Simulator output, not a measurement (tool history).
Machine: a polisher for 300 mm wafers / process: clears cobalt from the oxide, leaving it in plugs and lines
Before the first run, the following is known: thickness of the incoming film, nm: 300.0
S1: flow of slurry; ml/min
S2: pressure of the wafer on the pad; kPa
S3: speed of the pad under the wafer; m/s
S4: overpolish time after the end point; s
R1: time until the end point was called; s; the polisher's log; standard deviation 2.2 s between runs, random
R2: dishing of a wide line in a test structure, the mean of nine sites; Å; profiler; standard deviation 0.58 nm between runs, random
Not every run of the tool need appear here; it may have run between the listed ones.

run  hour   S1    S2    S3  S4      R1      R2
  1   0.0  240  11.7  1.02  15  73.989  322.22
  2   5.5  240  11.7  1.02  21  73.301  374.19
  3  14.0  240  11.7  1.02  26  72.473  389.72
  4  22.0  240  11.0  1.02  26  78.727  394.03
  5  30.7  220  11.0  1.02  26  80.082  382.84
  6  34.6  220   9.7  1.02  26  90.918  359.22

Run 7 is up next; what results do you expect?
  7  38.0  220  9.0  1.02  26   ?   ?

{"run 7": {"R1": 96.236, "R2": 357.37}}

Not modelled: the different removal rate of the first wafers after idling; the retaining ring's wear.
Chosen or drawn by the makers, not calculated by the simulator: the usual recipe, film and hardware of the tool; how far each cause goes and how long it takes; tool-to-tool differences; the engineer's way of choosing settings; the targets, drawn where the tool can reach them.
